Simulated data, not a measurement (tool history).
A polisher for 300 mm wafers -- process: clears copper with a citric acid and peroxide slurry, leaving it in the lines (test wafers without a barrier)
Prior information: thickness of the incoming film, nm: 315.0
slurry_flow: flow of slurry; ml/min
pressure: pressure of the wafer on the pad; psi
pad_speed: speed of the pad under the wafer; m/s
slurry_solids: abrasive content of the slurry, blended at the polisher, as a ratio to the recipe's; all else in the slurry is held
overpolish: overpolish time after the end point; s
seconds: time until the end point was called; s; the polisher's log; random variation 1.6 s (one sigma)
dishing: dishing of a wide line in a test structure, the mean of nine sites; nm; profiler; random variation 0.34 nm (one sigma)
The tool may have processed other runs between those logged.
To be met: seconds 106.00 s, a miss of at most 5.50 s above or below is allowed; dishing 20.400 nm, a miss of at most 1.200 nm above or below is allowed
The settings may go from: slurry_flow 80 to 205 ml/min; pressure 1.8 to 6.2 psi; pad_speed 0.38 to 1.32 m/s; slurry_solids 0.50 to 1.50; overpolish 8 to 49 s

{"run": 1, "hour": 0.0, "slurry_flow": 135, "pressure": 4.0, "pad_speed": 0.84, "slurry_solids": 1.0, "overpolish": 25, "seconds": 124.38, "dishing": 48.917}
{"run": 2, "hour": 6.4, "slurry_flow": 135, "pressure": 4.0, "pad_speed": 0.84, "slurry_solids": 1.2, "overpolish": 25, "seconds": 124.1, "dishing": 50.094}
{"run": 3, "hour": 6.9, "slurry_flow": 135, "pressure": 3.8, "pad_speed": 0.88, "slurry_solids": 1.05, "overpolish": 22, "seconds": 123.51, "dishing": 43.999}
{"run": 4, "hour": 10.2, "slurry_flow": 135, "pressure": 3.8, "pad_speed": 0.88, "slurry_solids": 1.05, "overpolish": 14, "seconds": 123.59, "dishing": 29.783}
{"run": 5, "hour": 14.6, "slurry_flow": 135, "pressure": 3.8, "pad_speed": 0.88, "slurry_solids": 0.9, "overpolish": 14, "seconds": 127.21, "dishing": 28.583}
{"run": 6, "hour": 18.3, "slurry_flow": 135, "pressure": 3.8, "pad_speed": 0.88, "slurry_solids": 0.9, "overpolish": 19, "seconds": 129.66, "dishing": 36.75}
{"run": 7, "hour": 26.9, "slurry_flow": 145, "pressure": 3.9, "pad_speed": 0.84, "slurry_solids": 1.0, "overpolish": 17, "seconds": 125.24, "dishing": 34.259}
{"run": 8, "hour": 27.8, "slurry_flow": 135, "pressure": 4.1, "pad_speed": 0.86, "slurry_solids": 0.9, "overpolish": 15, "seconds": 120.96, "dishing": 31.825}
{"run": 9, "hour": 36.7, "slurry_flow": 125, "pressure": 4.2, "pad_speed": 0.86, "slurry_solids": 0.85, "overpolish": 14, "seconds": 124.88, "dishing": 29.323}

Which one of the following 5 next-run settings gets every result inside its allowed miss? There is exactly one.
{"run": "A", "hour": 45.6, "slurry_flow": 130, "pressure": 4.4, "pad_speed": 0.96, "slurry_solids": 0.85, "overpolish": 8, "seconds": "?", "dishing": "?"}
{"run": "B", "hour": 45.6, "slurry_flow": 120, "pressure": 4.4, "pad_speed": 0.76, "slurry_solids": 0.85, "overpolish": 16, "seconds": "?", "dishing": "?"}
{"run": "C", "hour": 45.6, "slurry_flow": 95, "pressure": 4.9, "pad_speed": 0.62, "slurry_solids": 1.1, "overpolish": 19, "seconds": "?", "dishing": "?"}
{"run": "D", "hour": 45.6, "slurry_flow": 155, "pressure": 4.1, "pad_speed": 0.94, "slurry_solids": 0.85, "overpolish": 15, "seconds": "?", "dishing": "?"}
{"run": "E", "hour": 45.6, "slurry_flow": 120, "pressure": 4.3, "pad_speed": 0.92, "slurry_solids": 0.85, "overpolish": 11, "seconds": "?", "dishing": "?"}

move=A seconds=104.90 dishing=20.534
move=B seconds=134.07 dishing=31.134
move=C seconds=150.66 dishing=32.849
move=D seconds=110.13 dishing=35.005
move=E seconds=113.67 dishing=25.648
A: every result within its allowed miss
B: moves away from the targets compared with the last run
C: moves away from the targets compared with the last run
D: moves away from the targets compared with the last run
E: nearer than the last run, and not there yet
A is the move that brings every result within its allowed miss.
